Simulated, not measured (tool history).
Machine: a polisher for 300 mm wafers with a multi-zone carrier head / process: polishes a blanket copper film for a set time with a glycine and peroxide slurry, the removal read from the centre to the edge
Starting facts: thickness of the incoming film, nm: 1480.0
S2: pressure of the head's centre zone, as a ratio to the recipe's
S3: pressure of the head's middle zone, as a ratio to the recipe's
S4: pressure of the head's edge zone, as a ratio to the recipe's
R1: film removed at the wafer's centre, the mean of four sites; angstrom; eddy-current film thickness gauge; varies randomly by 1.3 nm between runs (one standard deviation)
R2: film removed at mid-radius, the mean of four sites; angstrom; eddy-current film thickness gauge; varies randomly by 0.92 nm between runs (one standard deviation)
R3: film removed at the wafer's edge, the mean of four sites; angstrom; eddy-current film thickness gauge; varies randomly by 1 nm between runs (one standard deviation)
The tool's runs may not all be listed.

run 1 day=0.000 | flow_of_slurry_(ml/min)=155 S2=1.00 S3=1.00 S4=1.00 polishing_time_(s)=47 | R1=2113.1 R2=2176.6 R3=2178.7
run 2 day=0.371 | flow_of_slurry_(ml/min)=150 S2=0.98 S3=0.98 S4=0.99 polishing_time_(s)=46 | R1=1980.8 R2=2062.0 R3=2143.8
run 3 day=0.583 | flow_of_slurry_(ml/min)=150 S2=1.02 S3=0.98 S4=0.99 polishing_time_(s)=46 | R1=2058.8 R2=2072.6 R3=2121.6
run 4 day=0.875 | flow_of_slurry_(ml/min)=145 S2=1.01 S3=0.97 S4=0.98 polishing_time_(s)=45 | R1=2034.5 R2=1988.9 R3=2065.6
run 5 day=0.983 | flow_of_slurry_(ml/min)=145 S2=1.01 S3=1.02 S4=0.98 polishing_time_(s)=45 | R1=1993.7 R2=2059.2 R3=2068.4
run 6 day=1.212 | flow_of_slurry_(ml/min)=140 S2=0.99 S3=1.01 S4=0.97 polishing_time_(s)=44 | R1=1914.1 R2=1973.3 R3=2017.7
run 7 day=1.521 | flow_of_slurry_(ml/min)=140 S2=0.97 S3=1.00 S4=0.96 polishing_time_(s)=43 | R1=1787.7 R2=1936.2 R3=1948.6
run 8 day=1.742 | flow_of_slurry_(ml/min)=135 S2=0.96 S3=0.98 S4=0.95 polishing_time_(s)=43 | R1=1779.3 R2=1886.6 R3=1911.8

What does the tool deliver on the next run?
run 9 day=1.967 | flow_of_slurry_(ml/min)=130 S2=0.95 S3=0.96 S4=0.95 polishing_time_(s)=43 | R1=? R2=? R3=?

For run 9 the tool returned R1 1763.8 angstrom, R2 1864.2 angstrom, R3 1901.3 angstrom.
